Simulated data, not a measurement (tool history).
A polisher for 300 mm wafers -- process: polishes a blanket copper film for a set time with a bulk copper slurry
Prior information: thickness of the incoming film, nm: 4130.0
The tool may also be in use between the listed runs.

run,hour,flow of slurry (ml/min),pressure of the wafer on the pad (kPa),speed of the pad under the wafer (m/s),abrasive content of the slurry,polishing time (s),film removed (Å)
1,0,285,18.6,0.92,1,88,7339.5
2,1.8,295,19.3,0.92,1,88,7583.5
3,8.5,295,19.3,0.92,1.15,88,7887.4
4,9.6,295,17.9,0.92,1.15,88,7228.4
5,16.9,295,17.9,0.76,1.15,88,6170.7
6,25.8,300,20,0.76,1.15,88,6848.1

Forecast run 7:
7,29.8,300,21.4,0.76,1.15,88,?

{"run 7": {"film removed (Å)": 7294.5}}
